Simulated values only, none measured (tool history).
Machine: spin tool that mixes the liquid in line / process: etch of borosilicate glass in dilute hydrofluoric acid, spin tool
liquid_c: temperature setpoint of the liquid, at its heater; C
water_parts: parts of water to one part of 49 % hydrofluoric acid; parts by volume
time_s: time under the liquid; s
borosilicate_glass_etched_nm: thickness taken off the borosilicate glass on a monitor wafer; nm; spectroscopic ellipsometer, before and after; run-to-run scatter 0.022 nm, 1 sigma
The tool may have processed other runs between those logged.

run,hour,liquid_c,water_parts,time_s,borosilicate_glass_etched_nm
1,0.0,23.0,225,15,2.7602
2,0.9,24.5,210,15,3.1541
3,9.2,24.5,210,15,3.1371
4,10.4,24.5,210,15,3.1353
5,12.1,26.0,195,15,3.6472
# hour 14.2: thermometer replaced
6,14.2,26.0,165,15,4.2210
7,19.2,26.0,165,15,4.1901
8,21.1,27.0,160,15,4.5012
9,29.2,27.0,160,15,4.5064
10,35.5,28.0,155,15,4.8983

Run 11 comes next. What will it give?
11,36.3,28.5,155,15,?

{"run 11": {"borosilicate_glass_etched_nm": 4.9818}}
